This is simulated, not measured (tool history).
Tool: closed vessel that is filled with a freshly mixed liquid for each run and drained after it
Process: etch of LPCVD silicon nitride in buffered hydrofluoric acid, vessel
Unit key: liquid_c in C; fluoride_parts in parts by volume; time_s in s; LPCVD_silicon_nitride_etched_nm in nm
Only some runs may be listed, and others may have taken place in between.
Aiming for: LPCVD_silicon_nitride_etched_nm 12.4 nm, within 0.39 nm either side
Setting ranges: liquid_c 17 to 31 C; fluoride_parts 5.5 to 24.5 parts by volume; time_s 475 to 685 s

| run | hour | liquid_c | fluoride_parts | time_s | LPCVD_silicon_nitride_etched_nm |
|---|---|---|---|---|---|
| 1 | 0 | 23 | 15 | 685 | 5.7926 |
| 2 | 2.6 | 21.5 | 15 | 685 | 5.3564 |
| 3 | 10.1 | 21.5 | 15 | 685 | 5.2423 |
| 4 | 18.1 | 21.5 | 13.5 | 685 | 5.8287 |
| 5 | 19.9 | 24 | 13.5 | 685 | 6.8328 |
| 6 | 28.3 | 21.5 | 13.5 | 685 | 6.0036 |
| 7 | 32.9 | 24.5 | 12.5 | 685 | 7.5086 |
| 8 | 34.4 | 26.5 | 12 | 685 | 8.6659 |
| 9 | 37.2 | 28 | 11.5 | 685 | 9.8003 |
| 10 | 46.5 | 29 | 11 | 685 | 10.769 |
| 11 | 53.4 | 29.5 | 11 | 685 | 11.17 |
| 12 | 57.6 | 30 | 11 | 685 | 11.363 |
| 13 | 64.8 | 30.5 | 11 | 685 | 12.005 |

Next run, 5 choices. One meets every target within its allowed miss, the rest don't. Which?
| A | 72 | 29 | 9.5 | 645 | ? |
| B | 72 | 30.5 | 9 | 560 | ? |
| C | 72 | 30.5 | 11.5 | 665 | ? |
| D | 72 | 31 | 9.5 | 565 | ? |
| E | 72 | 31 | 10 | 650 | ? |

| move | LPCVD_silicon_nitride_etched_nm |
|---|---|
| A | 11.538 |
| B | 11.212 |
| C | 10.878 |
| D | 11.224 |
| E | 12.503 |
A: further off than the last run
B: further off than the last run
C: further off than the last run
D: further off than the last run
E: hits every target within its allowed miss
E meets every target.

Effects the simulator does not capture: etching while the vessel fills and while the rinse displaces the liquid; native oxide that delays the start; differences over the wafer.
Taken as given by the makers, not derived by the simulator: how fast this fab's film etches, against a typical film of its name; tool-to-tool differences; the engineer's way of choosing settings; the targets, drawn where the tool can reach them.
